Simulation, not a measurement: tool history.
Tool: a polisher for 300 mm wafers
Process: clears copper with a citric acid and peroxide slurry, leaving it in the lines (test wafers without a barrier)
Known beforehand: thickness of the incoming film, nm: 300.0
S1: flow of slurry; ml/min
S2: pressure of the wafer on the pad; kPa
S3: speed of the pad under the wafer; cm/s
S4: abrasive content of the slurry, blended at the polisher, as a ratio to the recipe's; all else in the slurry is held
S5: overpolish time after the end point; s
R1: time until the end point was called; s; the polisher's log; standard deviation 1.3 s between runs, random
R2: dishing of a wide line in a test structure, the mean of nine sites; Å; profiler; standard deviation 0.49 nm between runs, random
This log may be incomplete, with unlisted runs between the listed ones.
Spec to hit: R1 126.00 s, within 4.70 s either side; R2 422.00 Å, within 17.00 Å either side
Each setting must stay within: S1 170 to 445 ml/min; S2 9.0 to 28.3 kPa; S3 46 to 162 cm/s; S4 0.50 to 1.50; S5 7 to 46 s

Run 1, hour 0.0: S1 285 ml/min, S2 18.6 kPa, S3 104 cm/s, S4 1.00, S5 24 s. Result: R1 136.46 s, R2 336.05 Å.
Run 2, hour 7.2: S1 285 ml/min, S2 19.3 kPa, S3 104 cm/s, S4 1.00, S5 25 s. Result: R1 133.13 s, R2 352.62 Å.
Run 3, hour 8.2: S1 285 ml/min, S2 19.3 kPa, S3 104 cm/s, S4 0.90, S5 25 s. Result: R1 135.17 s, R2 353.82 Å.
Run 4, hour 14.5: S1 285 ml/min, S2 19.3 kPa, S3 104 cm/s, S4 0.90, S5 34 s. Result: R1 135.48 s, R2 433.88 Å.
Run 5, hour 21.2: S1 285 ml/min, S2 16.5 kPa, S3 104 cm/s, S4 0.90, S5 34 s. Result: R1 157.68 s, R2 397.68 Å.
Run 6, hour 25.7: S1 285 ml/min, S2 17.9 kPa, S3 104 cm/s, S4 0.90, S5 33 s. Result: R1 147.45 s, R2 410.13 Å.
Run 7, hour 30.9: S1 290 ml/min, S2 18.6 kPa, S3 104 cm/s, S4 0.90, S5 32 s. Result: R1 141.35 s, R2 407.40 Å.
Run 8, hour 38.3: S1 290 ml/min, S2 19.3 kPa, S3 104 cm/s, S4 0.90, S5 32 s. Result: R1 134.89 s, R2 414.05 Å.
Run 9, hour 42.3: S1 295 ml/min, S2 19.3 kPa, S3 104 cm/s, S4 0.90, S5 32 s. Result: R1 135.08 s, R2 418.54 Å.

Pick the move, out of 5, that brings all results within their allowed miss; only one does.
Run A, hour 46.3: S1 335 ml/min, S2 22.1 kPa, S3 100 cm/s, S4 1.05, S5 31 s. Result: R1 ?, R2 ?.
Run B, hour 46.3: S1 305 ml/min, S2 18.6 kPa, S3 104 cm/s, S4 0.95, S5 33 s. Result: R1 ?, R2 ?.
Run C, hour 46.3: S1 305 ml/min, S2 20.7 kPa, S3 106 cm/s, S4 0.80, S5 34 s. Result: R1 ?, R2 ?.
Run D, hour 46.3: S1 225 ml/min, S2 19.3 kPa, S3 114 cm/s, S4 1.05, S5 30 s. Result: R1 ?, R2 ?.
Run E, hour 46.3: S1 290 ml/min, S2 19.3 kPa, S3 114 cm/s, S4 0.80, S5 35 s. Result: R1 ?, R2 ?.

move      R1      R2
   A  120.59  441.84
   B  140.10  412.41
   C  127.09  451.30
   D  126.28  415.53
   E  127.26  456.77
A: takes the biggest miss from the last run beyond its target
B: misses by more than the last run did
C: the worst result of the last run now meets its target, but another is out of spec
D: meets every target
E: the worst result of the last run now meets its target, but another is out of spec
Move D is the one to make.
